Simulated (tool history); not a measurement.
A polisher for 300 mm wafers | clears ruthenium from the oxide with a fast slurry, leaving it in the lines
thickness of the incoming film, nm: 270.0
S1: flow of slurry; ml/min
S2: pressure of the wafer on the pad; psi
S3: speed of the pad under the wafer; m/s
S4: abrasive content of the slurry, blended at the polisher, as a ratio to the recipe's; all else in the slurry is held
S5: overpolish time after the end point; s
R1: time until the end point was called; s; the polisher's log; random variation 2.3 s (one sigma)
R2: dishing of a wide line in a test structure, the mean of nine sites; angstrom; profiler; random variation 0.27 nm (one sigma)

run    day   S1   S2    S3    S4  S5      R1      R2
  1      0  155  2.3  0.76     1  24  113.56  508.17
  2  0.117  155  2.9  0.76     1  24  92.629  592.82
  3  0.321  155  2.9  0.76  1.15  24  89.437  639.18
  4  0.633  170  2.9  0.76  1.15  24  89.071   616.2
  5  0.946  175  2.7   0.7   1.1  20   102.5  449.29
  6  1.079  175  2.4  0.66   1.1  18  120.41   371.7
  7  1.288  175  2.2  0.64  1.05  16  137.93   293.4
  8  1.562  175    2  0.64  1.05  15  148.12  253.94
  9  1.896  175    2  0.64  1.05  15  148.61   260.1
 10  2.208  175  1.9  0.64  1.05  14  154.79   224.9

Run 11 comes next. What will it give?
 11  2.383  175  1.8  0.64  1.05  14   ?   ?

Run 11 gave R1 160.64 s, R2 220.39 angstrom.
